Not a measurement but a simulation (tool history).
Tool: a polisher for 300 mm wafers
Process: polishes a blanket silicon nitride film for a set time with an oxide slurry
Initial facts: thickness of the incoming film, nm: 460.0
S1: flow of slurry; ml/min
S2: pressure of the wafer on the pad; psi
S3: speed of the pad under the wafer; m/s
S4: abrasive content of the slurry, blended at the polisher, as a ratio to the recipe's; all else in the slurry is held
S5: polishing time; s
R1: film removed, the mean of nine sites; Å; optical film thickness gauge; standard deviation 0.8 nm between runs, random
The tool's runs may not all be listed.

| run | day | S1 | S2 | S3 | S4 | S5 | R1 |
|---|---|---|---|---|---|---|---|
| 1 | 0.000 | 260 | 4.3 | 1.20 | 1.00 | 113 | 995.25 |
| 2 | 0.238 | 260 | 4.3 | 0.96 | 1.00 | 113 | 832.76 |
| 3 | 0.296 | 265 | 4.6 | 0.96 | 1.00 | 113 | 882.02 |
| 4 | 0.442 | 265 | 4.6 | 0.96 | 1.15 | 113 | 941.71 |
| 5 | 0.475 | 310 | 4.6 | 0.96 | 1.15 | 113 | 951.18 |
| 6 | 0.725 | 310 | 4.6 | 0.96 | 1.15 | 119 | 985.97 |
| 7 | 0.754 | 310 | 4.8 | 0.96 | 1.15 | 119 | 1043.40 |
| 8 | 1.021 | 310 | 4.9 | 0.96 | 1.15 | 119 | 1065.60 |

Run 9 is up next; what results do you expect?
| 9 | 1.212 | 310 | 5.0 | 0.96 | 1.15 | 119 | ? |

{"run 9": {"R1": 1087.5}}
